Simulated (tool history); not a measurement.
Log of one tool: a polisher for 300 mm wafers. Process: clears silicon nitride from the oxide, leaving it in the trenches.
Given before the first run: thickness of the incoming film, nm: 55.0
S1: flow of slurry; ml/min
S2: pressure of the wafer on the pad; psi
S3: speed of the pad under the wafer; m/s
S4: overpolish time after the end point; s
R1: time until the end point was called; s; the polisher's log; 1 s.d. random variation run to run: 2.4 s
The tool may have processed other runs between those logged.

| run | hour | S1 | S2 | S3 | S4 | R1 |
|---|---|---|---|---|---|---|
| 1 | 0.0 | 235 | 2.2 | 0.76 | 39 | 105.210 |
| 2 | 0.9 | 235 | 2.2 | 0.76 | 39 | 108.670 |
| 3 | 2.2 | 235 | 2.2 | 0.92 | 39 | 89.034 |
| 4 | 8.6 | 235 | 2.5 | 0.92 | 39 | 78.343 |
| 5 | 13.3 | 235 | 2.3 | 0.92 | 39 | 85.756 |
| 6 | 15.6 | 235 | 2.1 | 0.92 | 39 | 91.192 |
| 7 | 22.2 | 235 | 1.9 | 0.90 | 39 | 104.020 |
| 8 | 22.8 | 235 | 1.8 | 0.90 | 39 | 111.960 |
| 9 | 31.1 | 235 | 1.7 | 0.90 | 39 | 114.870 |

The next listed run, before its measurement:
| 10 | 38.7 | 235 | 1.1 | 0.88 | 39 | ? |

R1: 174.140 s
